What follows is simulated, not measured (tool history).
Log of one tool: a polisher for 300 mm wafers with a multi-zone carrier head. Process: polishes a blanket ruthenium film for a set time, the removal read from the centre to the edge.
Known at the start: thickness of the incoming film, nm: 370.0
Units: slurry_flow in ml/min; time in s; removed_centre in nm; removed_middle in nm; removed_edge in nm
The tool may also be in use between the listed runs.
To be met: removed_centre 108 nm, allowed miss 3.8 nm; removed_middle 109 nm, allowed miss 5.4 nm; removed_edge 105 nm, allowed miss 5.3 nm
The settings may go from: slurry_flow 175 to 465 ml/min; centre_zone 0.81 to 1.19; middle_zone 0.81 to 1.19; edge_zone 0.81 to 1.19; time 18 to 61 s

run  hour  slurry_flow  centre_zone  middle_zone  edge_zone  time  removed_centre  removed_middle  removed_edge
  1     0          295            1            1          1    39          67.766          65.861        69.244
  2   0.7          295            1         0.93          1    39           67.53          62.296        70.841
  3   6.4          295            1         0.93          1    45          77.989           73.28        81.676
  4  13.5          295         1.05         0.93          1    45           80.53           70.96        82.382
  5    15          300         1.05         0.98          1    48          87.934          82.892        89.193
  6  22.4          300         1.05         1.03          1    48          86.522          83.275        86.687
  7  30.3          310         1.06         1.06          1    50          91.889          90.689        90.443
  8  32.2          310         1.07         1.08       1.01    52          95.213          97.135        93.706

Which of these 4 next moves meets every target?
  A  34.1          305         1.09         1.11       0.98    53               ?               ?             ?
  B  34.1          280         1.04         1.05       0.88    61               ?               ?             ?
  C  34.1          280         1.03         0.95       1.06    60               ?               ?             ?
  D  34.1          365          1.1         1.19       0.87    60               ?               ?             ?

move  removed_centre  removed_middle  removed_edge
   A          98.718          96.943        96.312
   B          107.24          104.71        104.82
   C          104.57          94.634        111.74
   D          116.45          120.04        105.96
A: nearer than the last run, and not there yet
B: meets every target
C: brings the result that was furthest off to its target, and leaves another outside
D: takes the result that was furthest off past its target
The right move is B.
